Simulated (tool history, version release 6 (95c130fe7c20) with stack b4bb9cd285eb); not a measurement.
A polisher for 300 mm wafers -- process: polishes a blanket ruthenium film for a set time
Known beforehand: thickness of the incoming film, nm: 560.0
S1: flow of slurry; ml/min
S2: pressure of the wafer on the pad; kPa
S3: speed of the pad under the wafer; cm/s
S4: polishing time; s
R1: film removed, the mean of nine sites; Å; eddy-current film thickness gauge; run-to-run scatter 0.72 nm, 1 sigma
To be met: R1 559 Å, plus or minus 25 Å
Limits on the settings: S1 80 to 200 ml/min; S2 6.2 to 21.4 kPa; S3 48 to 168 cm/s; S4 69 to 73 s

run 1 hour=0 | S1=130 S2=13.8 S3=108 S4=69 | R1=791.03
run 2 hour=4.2 | S1=130 S2=13.1 S3=108 S4=69 | R1=762.63
run 3 hour=11.8 | S1=130 S2=13.1 S3=126 S4=69 | R1=865.28
run 4 hour=19.5 | S1=130 S2=13.1 S3=126 S4=73 | R1=914.78
run 5 hour=23.9 | S1=130 S2=11.7 S3=126 S4=73 | R1=837.32
run 6 hour=30.3 | S1=130 S2=11 S3=126 S4=73 | R1=785.73
run 7 hour=38.1 | S1=130 S2=10.3 S3=126 S4=73 | R1=731.35
run 8 hour=44.2 | S1=130 S2=9.7 S3=126 S4=73 | R1=684.8
run 9 hour=47.8 | S1=120 S2=6.9 S3=124 S4=73 | R1=482.25
run 10 hour=54.5 | S1=125 S2=6.9 S3=124 S4=73 | R1=481.85
run 11 hour=60.7 | S1=125 S2=6.9 S3=124 S4=73 | R1=488.17

Which of these 4 next moves meets every target?
run A hour=66.9 | S1=80 S2=6.9 S3=136 S4=73 | R1=?
run B hour=66.9 | S1=100 S2=6.9 S3=118 S4=73 | R1=?
run C hour=66.9 | S1=125 S2=8.3 S3=122 S4=70 | R1=?
run D hour=66.9 | S1=140 S2=7.6 S3=124 S4=70 | R1=?

move=A R1=494.07
move=B R1=450.74
move=C R1=543.67
move=D R1=514.77
A: better than the last run, though not everything is in spec
B: its largest miss is bigger than the last run's
C: every result within its allowed miss
D: better than the last run, though not everything is in spec
Answer: C
